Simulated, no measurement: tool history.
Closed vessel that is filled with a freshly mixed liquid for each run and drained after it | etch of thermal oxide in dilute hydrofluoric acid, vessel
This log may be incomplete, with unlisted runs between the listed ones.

run,hour,temperature setpoint of the liquid (°C),parts of water to one part of 49 % hydrofluoric acid (parts by volume),time in the liquid (s),thickness taken off the thermal oxide on a monitor wafer (angstrom)
1,0.0,23.0,225,3125,543.73
2,1.4,23.0,225,3335,581.06
3,2.4,25.0,210,3335,679.50
4,3.0,26.5,195,3335,792.25
5,11.6,29.5,195,3335,881.65
6,20.4,30.0,185,3335,956.11

Run 7, settings as shown, results not yet in. Your forecast:
7,24.3,30.0,180,3335,?

thickness taken off the thermal oxide on a monitor wafer (angstrom): 986.00
